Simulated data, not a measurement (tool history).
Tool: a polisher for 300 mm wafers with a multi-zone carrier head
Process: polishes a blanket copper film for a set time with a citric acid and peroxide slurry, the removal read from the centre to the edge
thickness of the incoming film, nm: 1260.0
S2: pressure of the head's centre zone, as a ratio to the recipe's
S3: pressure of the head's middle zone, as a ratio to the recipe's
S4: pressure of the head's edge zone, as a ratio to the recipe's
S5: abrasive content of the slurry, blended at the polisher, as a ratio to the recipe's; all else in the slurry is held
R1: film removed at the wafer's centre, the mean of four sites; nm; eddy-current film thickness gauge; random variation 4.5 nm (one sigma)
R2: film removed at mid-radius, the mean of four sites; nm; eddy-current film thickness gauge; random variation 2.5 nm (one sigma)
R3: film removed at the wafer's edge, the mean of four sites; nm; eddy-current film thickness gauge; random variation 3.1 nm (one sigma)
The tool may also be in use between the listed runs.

run 1 hour=0 | flow_of_slurry_(ml/min)=165 S2=1 S3=1 S4=1 S5=1 polishing_time_(s)=78 | R1=224.1 R2=225.73 R3=225.17
run 2 hour=0.9 | flow_of_slurry_(ml/min)=170 S2=1 S3=1.01 S4=1.02 S5=1.05 polishing_time_(s)=80 | R1=229.92 R2=231.64 R3=230.59
run 3 hour=9.6 | flow_of_slurry_(ml/min)=170 S2=1 S3=1.01 S4=1.02 S5=1.05 polishing_time_(s)=63 | R1=183.9 R2=183.11 R3=187.15
run 4 hour=10.3 | flow_of_slurry_(ml/min)=175 S2=0.99 S3=1.02 S4=1.03 S5=1.1 polishing_time_(s)=67 | R1=195.05 R2=199.74 R3=198.99
run 5 hour=19 | flow_of_slurry_(ml/min)=175 S2=0.93 S3=1.02 S4=1.03 S5=1.1 polishing_time_(s)=67 | R1=190.63 R2=201.14 R3=197.67
run 6 hour=21.1 | flow_of_slurry_(ml/min)=175 S2=0.96 S3=1.02 S4=1.03 S5=1.1 polishing_time_(s)=67 | R1=190.72 R2=199.61 R3=198.93

The next listed run, before its measurement:
run 7 hour=25.6 | flow_of_slurry_(ml/min)=220 S2=0.97 S3=1.12 S4=1.13 S5=1.35 polishing_time_(s)=89 | R1=? R2=? R3=?

R1: 275.93 nm
R2: 306.04 nm
R3: 294.63 nm
